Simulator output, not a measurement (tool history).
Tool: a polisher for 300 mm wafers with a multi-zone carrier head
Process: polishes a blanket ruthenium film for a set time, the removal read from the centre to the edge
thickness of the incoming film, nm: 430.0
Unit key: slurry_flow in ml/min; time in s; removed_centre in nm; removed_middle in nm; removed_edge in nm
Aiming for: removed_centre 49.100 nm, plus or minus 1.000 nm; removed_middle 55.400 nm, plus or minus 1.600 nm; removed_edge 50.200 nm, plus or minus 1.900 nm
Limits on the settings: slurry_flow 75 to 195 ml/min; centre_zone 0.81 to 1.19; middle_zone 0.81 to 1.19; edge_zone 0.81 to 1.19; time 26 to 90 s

Run 1, hour 0.0: slurry_flow 125 ml/min, centre_zone 1.00, middle_zone 1.00, edge_zone 1.00, time 58 s. Result: removed_centre 61.111 nm, removed_middle 59.649 nm, removed_edge 59.736 nm.
Run 2, hour 7.6: slurry_flow 120 ml/min, centre_zone 0.99, middle_zone 1.00, edge_zone 0.98, time 58 s. Result: removed_centre 59.932 nm, removed_middle 59.937 nm, removed_edge 59.439 nm.
Run 3, hour 12.1: slurry_flow 120 ml/min, centre_zone 0.99, middle_zone 1.00, edge_zone 0.92, time 58 s. Result: removed_centre 59.705 nm, removed_middle 59.744 nm, removed_edge 56.777 nm.
Run 4, hour 21.1: slurry_flow 120 ml/min, centre_zone 0.99, middle_zone 0.95, edge_zone 0.92, time 58 s. Result: removed_centre 59.586 nm, removed_middle 57.020 nm, removed_edge 57.685 nm.
Run 5, hour 23.0: slurry_flow 120 ml/min, centre_zone 0.99, middle_zone 0.95, edge_zone 0.92, time 48 s. Result: removed_centre 49.453 nm, removed_middle 47.734 nm, removed_edge 47.329 nm.
Run 6, hour 27.6: slurry_flow 120 ml/min, centre_zone 0.99, middle_zone 0.95, edge_zone 0.92, time 40 s. Result: removed_centre 40.674 nm, removed_middle 39.930 nm, removed_edge 39.692 nm.
Run 7, hour 35.7: slurry_flow 130 ml/min, centre_zone 0.99, middle_zone 0.98, edge_zone 0.95, time 40 s. Result: removed_centre 41.741 nm, removed_middle 41.675 nm, removed_edge 41.186 nm.
Run 8, hour 38.8: slurry_flow 135 ml/min, centre_zone 0.99, middle_zone 1.00, edge_zone 0.97, time 40 s. Result: removed_centre 42.650 nm, removed_middle 42.844 nm, removed_edge 41.528 nm.
Run 9, hour 40.5: slurry_flow 140 ml/min, centre_zone 0.99, middle_zone 1.02, edge_zone 0.99, time 40 s. Result: removed_centre 42.970 nm, removed_middle 43.645 nm, removed_edge 41.666 nm.
Run 10, hour 44.7: slurry_flow 175 ml/min, centre_zone 0.95, middle_zone 1.12, edge_zone 1.09, time 48 s. Result: removed_centre 51.511 nm, removed_middle 59.349 nm, removed_edge 54.648 nm.
Run 11, hour 48.6: slurry_flow 145 ml/min, centre_zone 0.96, middle_zone 1.10, edge_zone 1.01, time 48 s. Result: removed_centre 50.483 nm, removed_middle 56.441 nm, removed_edge 50.846 nm.

Next run, 5 choices. One meets every target within its allowed miss, the rest don't. Which?
Run A, hour 52.5: slurry_flow 145 ml/min, centre_zone 0.90, middle_zone 1.04, edge_zone 1.07, time 50 s. Result: removed_centre ?, removed_middle ?, removed_edge ?.
Run B, hour 52.5: slurry_flow 140 ml/min, centre_zone 0.97, middle_zone 1.03, edge_zone 1.03, time 47 s. Result: removed_centre ?, removed_middle ?, removed_edge ?.
Run C, hour 52.5: slurry_flow 155 ml/min, centre_zone 1.04, middle_zone 1.10, edge_zone 0.96, time 44 s. Result: removed_centre ?, removed_middle ?, removed_edge ?.
Run D, hour 52.5: slurry_flow 140 ml/min, centre_zone 0.95, middle_zone 1.04, edge_zone 1.00, time 48 s. Result: removed_centre ?, removed_middle ?, removed_edge ?.
Run E, hour 52.5: slurry_flow 145 ml/min, centre_zone 0.95, middle_zone 1.10, edge_zone 1.00, time 47 s. Result: removed_centre ?, removed_middle ?, removed_edge ?.

move  removed_centre  removed_middle  removed_edge
   A          49.176          55.414        55.073
   B          49.426          51.262        50.709
   C          50.853          51.815        46.831
   D          49.432          52.791        51.176
   E          48.836          54.632        50.338
A: brings the result that was furthest off to its target, and leaves another outside
B: brings the result that was furthest off to its target, and leaves another outside
C: further off than the last run
D: brings the result that was furthest off to its target, and leaves another outside
E: each result inside its tolerance
E meets every target.
